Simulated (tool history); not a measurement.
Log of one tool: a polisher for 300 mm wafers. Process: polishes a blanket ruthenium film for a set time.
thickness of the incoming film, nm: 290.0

run  hour  flow of slurry (ml/min)  pressure of the wafer on the pad (psi)  speed of the pad under the wafer (cm/s)  polishing time (s)  film removed (angstrom)
  1   0.0                      135                                     1.8                                      122                  31                   308.65
  2   4.3                      140                                     1.9                                      122                  31                   320.80
  3  11.4                      140                                     2.0                                      122                  31                   335.75
  4  13.1                      140                                     2.0                                       92                  31                   251.36
  5  19.9                      140                                     2.0                                       92                  31                   249.63
  6  25.3                      145                                     2.2                                       94                  31                   274.48
  7  32.2                      145                                     2.3                                       98                  31                   292.86
  8  37.6                      145                                     2.4                                      102                  31                   318.11
  9  43.8                      145                                     2.5                                      104                  31                   329.52
 10  49.7                      150                                     2.6                                      106                  31                   343.86
 11  55.0                      150                                     2.6                                      110                  31                   359.25
 12  59.5                      150                                     2.6                                      112                  31                   364.51

Run 13 comes next. What will it give?
 13  67.0                      150                                     2.6                                      114                  31                        ?

film removed (angstrom): 368.75

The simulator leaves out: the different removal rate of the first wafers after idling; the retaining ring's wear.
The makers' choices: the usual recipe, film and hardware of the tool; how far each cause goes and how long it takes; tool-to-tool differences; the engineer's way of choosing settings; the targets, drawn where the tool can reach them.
